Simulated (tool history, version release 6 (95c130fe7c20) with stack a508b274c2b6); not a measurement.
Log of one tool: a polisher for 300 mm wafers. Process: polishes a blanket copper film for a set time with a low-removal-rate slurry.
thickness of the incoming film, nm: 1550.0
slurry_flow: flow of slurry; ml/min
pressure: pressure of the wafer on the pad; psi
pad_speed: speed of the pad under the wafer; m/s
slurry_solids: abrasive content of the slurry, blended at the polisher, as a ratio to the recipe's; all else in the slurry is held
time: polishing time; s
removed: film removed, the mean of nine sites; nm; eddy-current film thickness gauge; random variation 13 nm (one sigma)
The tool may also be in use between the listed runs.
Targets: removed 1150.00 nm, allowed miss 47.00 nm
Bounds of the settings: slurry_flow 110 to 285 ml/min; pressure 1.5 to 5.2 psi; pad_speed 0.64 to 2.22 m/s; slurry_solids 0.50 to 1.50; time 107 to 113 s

{"run": 1, "hour": 0.0, "slurry_flow": 180, "pressure": 3.3, "pad_speed": 1.42, "slurry_solids": 1.0, "time": 107, "removed": 558.44}
{"run": 2, "hour": 5.6, "slurry_flow": 180, "pressure": 3.3, "pad_speed": 1.42, "slurry_solids": 1.2, "time": 107, "removed": 582.67}
{"run": 3, "hour": 14.3, "slurry_flow": 180, "pressure": 2.6, "pad_speed": 1.42, "slurry_solids": 1.2, "time": 107, "removed": 464.6}
{"run": 4, "hour": 20.9, "slurry_flow": 140, "pressure": 2.6, "pad_speed": 1.42, "slurry_solids": 1.2, "time": 107, "removed": 445.71}
{"run": 5, "hour": 27.3, "slurry_flow": 110, "pressure": 2.6, "pad_speed": 1.42, "slurry_solids": 1.2, "time": 107, "removed": 429.38}
{"run": 6, "hour": 32.9, "slurry_flow": 110, "pressure": 2.1, "pad_speed": 1.42, "slurry_solids": 1.2, "time": 107, "removed": 340.27}
{"hour": 35.2, "done": "slurry nozzle cleaned"}
{"run": 7, "hour": 35.2, "slurry_flow": 125, "pressure": 2.7, "pad_speed": 1.44, "slurry_solids": 1.2, "time": 107, "removed": 487.8}
{"run": 8, "hour": 39.0, "slurry_flow": 125, "pressure": 3.1, "pad_speed": 1.44, "slurry_solids": 1.2, "time": 107, "removed": 540.57}
{"run": 9, "hour": 47.9, "slurry_flow": 140, "pressure": 4.1, "pad_speed": 1.72, "slurry_solids": 1.2, "time": 107, "removed": 825.47}
{"run": 10, "hour": 49.5, "slurry_flow": 145, "pressure": 4.3, "pad_speed": 1.72, "slurry_solids": 1.2, "time": 107, "removed": 868.33}
{"run": 11, "hour": 56.9, "slurry_flow": 145, "pressure": 4.3, "pad_speed": 1.72, "slurry_solids": 1.2, "time": 107, "removed": 880.78}
{"run": 12, "hour": 59.0, "slurry_flow": 150, "pressure": 4.5, "pad_speed": 1.72, "slurry_solids": 1.2, "time": 107, "removed": 916.11}
{"run": 13, "hour": 63.1, "slurry_flow": 155, "pressure": 4.7, "pad_speed": 1.74, "slurry_solids": 1.2, "time": 107, "removed": 1002.8}
{"run": 14, "hour": 70.1, "slurry_flow": 160, "pressure": 4.8, "pad_speed": 1.74, "slurry_solids": 1.2, "time": 107, "removed": 999.45}
{"run": 15, "hour": 76.4, "slurry_flow": 160, "pressure": 4.9, "pad_speed": 1.76, "slurry_solids": 1.2, "time": 107, "removed": 1041.9}

Which of these 4 next moves meets every target?
{"run": "A", "hour": 82.7, "slurry_flow": 225, "pressure": 4.6, "pad_speed": 2.2, "slurry_solids": 1.1, "time": 113, "removed": "?"}
{"run": "B", "hour": 82.7, "slurry_flow": 110, "pressure": 4.8, "pad_speed": 1.62, "slurry_solids": 1.15, "time": 107, "removed": "?"}
{"run": "C", "hour": 82.7, "slurry_flow": 145, "pressure": 5.1, "pad_speed": 1.88, "slurry_solids": 1.05, "time": 113, "removed": "?"}
{"run": "D", "hour": 82.7, "slurry_flow": 170, "pressure": 5.1, "pad_speed": 1.68, "slurry_solids": 1.2, "time": 109, "removed": "?"}

move=A removed=1252.20
move=B removed=889.46
move=C removed=1142.80
move=D removed=1060.00
A: takes the result that was furthest off past its target
B: further off than the last run
C: meets every target
D: nearer than the last run, and not there yet
The right move is C.
